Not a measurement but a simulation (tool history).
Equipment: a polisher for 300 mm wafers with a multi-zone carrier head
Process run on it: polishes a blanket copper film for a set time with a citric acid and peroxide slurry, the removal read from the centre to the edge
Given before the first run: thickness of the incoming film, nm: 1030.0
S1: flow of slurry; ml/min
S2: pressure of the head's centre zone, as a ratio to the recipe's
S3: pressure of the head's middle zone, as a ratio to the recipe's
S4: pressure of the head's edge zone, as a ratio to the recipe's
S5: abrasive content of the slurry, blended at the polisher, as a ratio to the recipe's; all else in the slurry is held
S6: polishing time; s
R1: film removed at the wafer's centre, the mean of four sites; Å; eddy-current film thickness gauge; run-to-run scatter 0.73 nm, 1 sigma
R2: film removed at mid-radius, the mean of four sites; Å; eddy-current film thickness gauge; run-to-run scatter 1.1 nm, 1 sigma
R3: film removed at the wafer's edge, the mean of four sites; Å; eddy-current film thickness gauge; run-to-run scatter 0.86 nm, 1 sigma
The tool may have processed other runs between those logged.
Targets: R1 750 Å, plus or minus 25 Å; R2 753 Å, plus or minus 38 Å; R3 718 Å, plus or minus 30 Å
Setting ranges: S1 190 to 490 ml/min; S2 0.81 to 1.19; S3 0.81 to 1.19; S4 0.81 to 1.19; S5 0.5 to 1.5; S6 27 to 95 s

run,hour,S1,S2,S3,S4,S5,S6,R1,R2,R3
1,0,315,1,1,1,1,61,996.8,1027.2,989.09
2,1.6,315,1.07,1,1,1,61,1036.7,1018.8,975.39
3,10,315,1.05,0.99,0.98,0.85,58,966.55,927.92,925.12
4,14.7,315,1.05,0.99,1.02,0.85,58,967.73,904.29,924.05
5,22.2,315,1.05,1.01,1,0.8,54,872.23,877.08,846.97
6,23.2,380,1.05,1.01,1,0.8,54,897.29,893.62,858.68
7,26.4,380,1.05,1.01,0.99,0.75,52,866.58,839.97,807.53
8,31.5,385,1.03,1.01,0.98,0.7,51,816.72,830.78,772.1
9,39.2,385,1.02,1,0.97,0.65,51,808.93,812.99,783.26
10,46.9,390,1.02,1,0.96,0.6,50,793.55,769.81,749.81

Below are 4 possible settings for the next run. Only one of them brings all results inside the allowed miss of their targets. Which is it?
A,54.6,370,0.94,1.07,1.01,0.75,47,?,?,?
B,54.6,350,1.02,1.05,0.93,0.65,53,?,?,?
C,54.6,385,1,1.07,1.02,0.6,52,?,?,?
D,54.6,385,1.03,1.02,0.98,0.65,47,?,?,?

move,R1,R2,R3
A,696.12,790.06,745.36
B,831.95,855.96,790.21
C,797.88,850.27,805.76
D,750.51,745.57,722.34
A: takes the biggest miss from the last run beyond its target
B: moves away from the targets compared with the last run
C: moves away from the targets compared with the last run
D: in spec on every target
Correct choice: D, which meets every target

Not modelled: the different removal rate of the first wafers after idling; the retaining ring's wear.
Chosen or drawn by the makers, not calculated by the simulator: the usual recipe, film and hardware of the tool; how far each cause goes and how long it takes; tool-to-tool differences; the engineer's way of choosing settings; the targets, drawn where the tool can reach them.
